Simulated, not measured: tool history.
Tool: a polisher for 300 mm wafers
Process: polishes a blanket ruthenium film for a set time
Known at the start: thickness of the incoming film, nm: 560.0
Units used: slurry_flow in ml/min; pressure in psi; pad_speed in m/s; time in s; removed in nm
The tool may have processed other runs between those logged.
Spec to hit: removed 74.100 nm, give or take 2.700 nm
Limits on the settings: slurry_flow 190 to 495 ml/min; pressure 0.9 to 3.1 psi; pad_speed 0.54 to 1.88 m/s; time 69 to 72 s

run 1 day=0.000 | slurry_flow=320 pressure=2.0 pad_speed=1.20 time=69 | removed=97.375
run 2 day=0.054 | slurry_flow=245 pressure=2.0 pad_speed=1.20 time=69 | removed=95.097
run 3 day=0.246 | slurry_flow=245 pressure=1.9 pad_speed=1.20 time=69 | removed=90.019
run 4 day=0.500 | slurry_flow=190 pressure=1.9 pad_speed=1.20 time=69 | removed=87.014
run 5 day=0.738 | slurry_flow=190 pressure=1.8 pad_speed=1.20 time=69 | removed=81.705
run 6 day=0.871 | slurry_flow=190 pressure=1.8 pad_speed=0.94 time=69 | removed=64.640
run 7 day=1.000 | slurry_flow=200 pressure=1.9 pad_speed=0.94 time=69 | removed=69.058
run 8 day=1.162 | slurry_flow=205 pressure=1.9 pad_speed=0.94 time=69 | removed=68.652

Which of these 5 next moves meets every target?
run A day=1.325 | slurry_flow=190 pressure=2.0 pad_speed=0.92 time=72 | removed=?
run B day=1.325 | slurry_flow=235 pressure=2.0 pad_speed=1.02 time=69 | removed=?
run C day=1.325 | slurry_flow=200 pressure=2.3 pad_speed=0.88 time=72 | removed=?
run D day=1.325 | slurry_flow=230 pressure=2.1 pad_speed=0.92 time=72 | removed=?
run E day=1.325 | slurry_flow=190 pressure=2.3 pad_speed=0.92 time=69 | removed=?

move=A removed=73.737
move=B removed=80.625
move=C removed=81.641
move=D removed=79.637
move=E removed=80.946
A: every result within its allowed miss
B: takes the result that was furthest off past its target
C: takes the result that was furthest off past its target
D: takes the result that was furthest off past its target
E: takes the result that was furthest off past its target
The right move is A.
